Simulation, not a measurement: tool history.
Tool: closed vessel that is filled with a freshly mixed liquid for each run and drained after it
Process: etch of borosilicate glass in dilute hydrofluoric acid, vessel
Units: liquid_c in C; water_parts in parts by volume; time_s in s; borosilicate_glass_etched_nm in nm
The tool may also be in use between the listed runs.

run,hour,liquid_c,water_parts,time_s,borosilicate_glass_etched_nm
1,0,22,100,145,37.874
2,5.6,22,85,145,45.408
3,7.2,21,90,145,40.451
4,9.1,23,90,145,43.81
5,17.5,21.5,95,145,39.309
6,18.6,23.5,95,145,42.173
7,23.6,22,100,145,37.892

Forecast run 8:
8,32.4,21,100,145,?

{"run 8": {"borosilicate_glass_etched_nm": 36.699}}
